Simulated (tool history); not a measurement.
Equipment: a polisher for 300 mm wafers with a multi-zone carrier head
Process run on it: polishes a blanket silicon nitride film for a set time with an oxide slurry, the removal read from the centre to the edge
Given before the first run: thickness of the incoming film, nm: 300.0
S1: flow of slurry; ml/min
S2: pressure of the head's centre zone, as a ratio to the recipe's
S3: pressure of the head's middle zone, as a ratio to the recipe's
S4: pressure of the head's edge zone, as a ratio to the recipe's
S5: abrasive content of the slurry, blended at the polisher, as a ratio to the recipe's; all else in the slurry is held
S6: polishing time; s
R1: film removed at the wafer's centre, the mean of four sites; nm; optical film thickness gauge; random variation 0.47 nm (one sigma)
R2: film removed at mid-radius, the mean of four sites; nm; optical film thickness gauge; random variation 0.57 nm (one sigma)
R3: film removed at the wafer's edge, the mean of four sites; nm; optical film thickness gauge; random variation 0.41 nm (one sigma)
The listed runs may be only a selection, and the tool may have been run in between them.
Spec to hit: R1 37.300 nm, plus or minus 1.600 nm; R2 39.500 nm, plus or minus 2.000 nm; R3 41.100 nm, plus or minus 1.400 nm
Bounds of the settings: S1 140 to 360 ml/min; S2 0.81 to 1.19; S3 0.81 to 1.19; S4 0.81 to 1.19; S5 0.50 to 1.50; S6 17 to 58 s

run	hour	S1	S2	S3	S4	S5	S6	R1	R2	R3
1	0.0	230	1.00	1.00	1.00	1.00	37	22.172	22.209	21.785
2	4.1	195	1.00	1.00	1.00	1.00	37	21.375	22.862	21.138
3	5.6	195	1.00	1.00	1.00	0.80	37	20.018	20.609	20.150
4	8.0	215	1.00	1.00	1.00	0.80	37	20.374	21.339	20.286
5	12.1	215	1.00	1.00	1.00	0.90	37	21.245	22.434	20.638
6	16.0	215	1.00	1.05	1.00	0.90	37	21.198	23.364	20.853
7	17.3	225	0.98	1.03	1.05	1.05	41	24.427	26.594	24.426
8	23.6	235	0.95	1.00	1.08	1.20	45	26.667	29.647	29.290
9	24.5	240	0.96	0.99	1.09	1.30	47	28.893	30.239	30.699
# hour 33.2: worn pad replaced by a new one
10	33.2	245	0.96	1.00	1.11	1.35	49	33.815	37.337	37.867
11	34.9	260	0.97	1.00	1.12	1.35	49	35.108	36.975	37.074
12	37.3	260	0.97	1.00	1.14	1.40	49	34.408	37.368	38.164
13	40.9	270	0.98	1.00	1.15	1.40	49	34.991	38.500	38.095

Exercise: of the 5 proposed moves below, exactly one satisfies all targets within the stated allowed misses. Which move is it?
A	44.5	290	0.97	0.98	1.19	1.45	51	?	?	?
B	44.5	255	0.84	0.95	1.19	1.35	57	?	?	?
C	44.5	250	1.03	0.90	1.11	1.25	51	?	?	?
D	44.5	285	1.10	0.87	1.09	1.40	50	?	?	?
E	44.5	275	1.04	0.81	1.10	1.45	53	?	?	?

move	R1	R2	R3
A	38.424	39.830	41.858
B	35.850	41.963	45.407
C	38.463	35.030	38.333
D	42.236	34.943	38.856
E	42.518	35.144	41.686
A: each result inside its tolerance
B: carries the result that was furthest off beyond its target, to the other side
C: just as far off the targets as the last run
D: lands further from the targets than the last run did
E: brings the last run's worst result on target, with another outside its allowed miss
The move that meets every target is A.
